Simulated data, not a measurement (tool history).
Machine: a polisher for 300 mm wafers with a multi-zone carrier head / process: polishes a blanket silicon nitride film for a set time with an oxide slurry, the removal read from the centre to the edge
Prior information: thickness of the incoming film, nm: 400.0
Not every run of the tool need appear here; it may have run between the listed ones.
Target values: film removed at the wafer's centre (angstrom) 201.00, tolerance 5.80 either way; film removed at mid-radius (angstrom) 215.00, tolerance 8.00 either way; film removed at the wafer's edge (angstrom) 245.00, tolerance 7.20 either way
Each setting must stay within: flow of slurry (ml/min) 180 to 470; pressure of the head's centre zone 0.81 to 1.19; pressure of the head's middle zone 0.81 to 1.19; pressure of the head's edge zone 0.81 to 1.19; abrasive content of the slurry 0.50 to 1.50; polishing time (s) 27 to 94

| run | hour | flow of slurry (ml/min) | pressure of the head's centre zone | pressure of the head's middle zone | pressure of the head's edge zone | abrasive content of the slurry | polishing time (s) | film removed at the wafer's centre (angstrom) | film removed at mid-radius (angstrom) | film removed at the wafer's edge (angstrom) |
|---|---|---|---|---|---|---|---|---|---|---|
| 1 | 0.0 | 300 | 1.00 | 1.00 | 1.00 | 1.00 | 60 | 330.62 | 316.41 | 331.16 |
| 2 | 1.7 | 300 | 0.97 | 1.00 | 1.00 | 1.00 | 60 | 321.83 | 326.09 | 331.44 |
| 3 | 9.3 | 300 | 0.97 | 0.94 | 1.00 | 1.00 | 60 | 323.03 | 309.74 | 332.48 |
| 4 | 13.2 | 300 | 0.97 | 0.90 | 1.00 | 1.00 | 60 | 319.86 | 301.39 | 334.60 |
| 5 | 15.1 | 300 | 0.97 | 0.90 | 1.00 | 0.90 | 60 | 304.19 | 285.50 | 314.30 |
| 6 | 19.9 | 285 | 0.92 | 0.87 | 1.01 | 0.75 | 59 | 250.55 | 244.65 | 271.93 |
| 7 | 26.7 | 285 | 0.92 | 0.87 | 1.01 | 0.75 | 59 | 248.10 | 244.95 | 273.20 |
| 8 | 31.3 | 265 | 0.89 | 0.85 | 1.00 | 0.75 | 59 | 240.37 | 242.15 | 269.62 |
| 9 | 39.0 | 260 | 0.87 | 0.84 | 1.01 | 0.70 | 59 | 221.64 | 223.05 | 256.89 |
| 10 | 40.8 | 245 | 0.85 | 0.84 | 1.00 | 0.70 | 59 | 214.05 | 226.05 | 256.27 |
| 11 | 42.8 | 240 | 0.84 | 0.83 | 0.99 | 0.70 | 59 | 212.10 | 222.71 | 257.98 |

Which single option among these 4 for the next run brings every result within its allowed miss of target? Just one does.
| A | 44.8 | 240 | 0.82 | 0.81 | 0.99 | 0.75 | 50 | ? | ? | ? |
| B | 44.8 | 180 | 0.82 | 0.81 | 0.94 | 0.65 | 64 | ? | ? | ? |
| C | 44.8 | 240 | 0.96 | 1.01 | 0.97 | 0.60 | 64 | ? | ? | ? |
| D | 44.8 | 270 | 0.83 | 0.81 | 1.03 | 0.55 | 63 | ? | ? | ? |

| move | film removed at the wafer's centre (angstrom) | film removed at mid-radius (angstrom) | film removed at the wafer's edge (angstrom) |
|---|---|---|---|
| A | 186.27 | 197.37 | 224.84 |
| B | 203.28 | 216.69 | 244.15 |
| C | 235.97 | 239.10 | 240.07 |
| D | 188.91 | 197.37 | 228.16 |
A: pushes the last run's worst result past its target
B: all results land within tolerance of their targets
C: misses by more than the last run did
D: pushes the last run's worst result past its target
Move B is the one to make.

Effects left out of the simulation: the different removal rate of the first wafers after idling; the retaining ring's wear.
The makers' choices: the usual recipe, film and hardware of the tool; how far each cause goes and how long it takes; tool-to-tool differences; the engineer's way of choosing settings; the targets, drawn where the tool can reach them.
